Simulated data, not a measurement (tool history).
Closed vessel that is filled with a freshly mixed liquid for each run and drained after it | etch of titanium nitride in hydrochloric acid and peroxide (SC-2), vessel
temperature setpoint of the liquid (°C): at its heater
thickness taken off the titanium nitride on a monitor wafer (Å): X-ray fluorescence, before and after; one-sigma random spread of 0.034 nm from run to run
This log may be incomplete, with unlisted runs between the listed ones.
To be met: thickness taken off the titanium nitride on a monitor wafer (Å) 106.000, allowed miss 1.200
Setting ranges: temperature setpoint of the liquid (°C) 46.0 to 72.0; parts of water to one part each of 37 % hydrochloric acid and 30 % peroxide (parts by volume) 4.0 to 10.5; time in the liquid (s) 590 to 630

run    day  temperature setpoint of the liquid (°C)  parts of water to one part each of 37 % hydrochloric acid and 30 % peroxide (parts by volume)  time in the liquid (s)  thickness taken off the titanium nitride on a monitor wafer (Å)
  1  0.000                                     62.0                                                                                            5.5                     590                                                          281.720
  2  0.338                                     66.0                                                                                            5.5                     590                                                          358.450
  3  0.608                                     62.0                                                                                            5.5                     590                                                          281.000
  4  0.938                                     62.0                                                                                            7.5                     590                                                          221.490
  5  1.050                                     58.5                                                                                            7.5                     590                                                          178.440
  6  1.146                                     56.0                                                                                            7.5                     590                                                          152.090
  7  1.212                                     54.5                                                                                            7.5                     590                                                          138.270
  8  1.454                                     54.5                                                                                            7.5                     590                                                          137.780
  9  1.521                                     49.5                                                                                            7.5                     590                                                           99.027
 10  1.746                                     50.0                                                                                            7.5                     590                                                          102.530

5 candidate next runs follow, results not yet known. Just one meets every target within its allowed miss. Identify it.
  A  1.971                                     48.0                                                                                            6.0                     590                                                                ?
  B  1.971                                     46.0                                                                                            5.5                     590                                                                ?
  C  1.971                                     50.0                                                                                            8.5                     630                                                                ?
  D  1.971                                     49.5                                                                                            8.0                     620                                                                ?
  E  1.971                                     48.0                                                                                            7.0                     620                                                                ?

move  thickness taken off the titanium nitride on a monitor wafer (Å)
   A                                                          106.580
   B                                                           99.239
   C                                                           99.157
   D                                                           99.098
   E                                                           99.551
A: every result lands within tolerance
B: moves away from the targets compared with the last run
C: moves away from the targets compared with the last run
D: moves away from the targets compared with the last run
E: moves away from the targets compared with the last run
So the answer is move A, the one that meets all the targets.

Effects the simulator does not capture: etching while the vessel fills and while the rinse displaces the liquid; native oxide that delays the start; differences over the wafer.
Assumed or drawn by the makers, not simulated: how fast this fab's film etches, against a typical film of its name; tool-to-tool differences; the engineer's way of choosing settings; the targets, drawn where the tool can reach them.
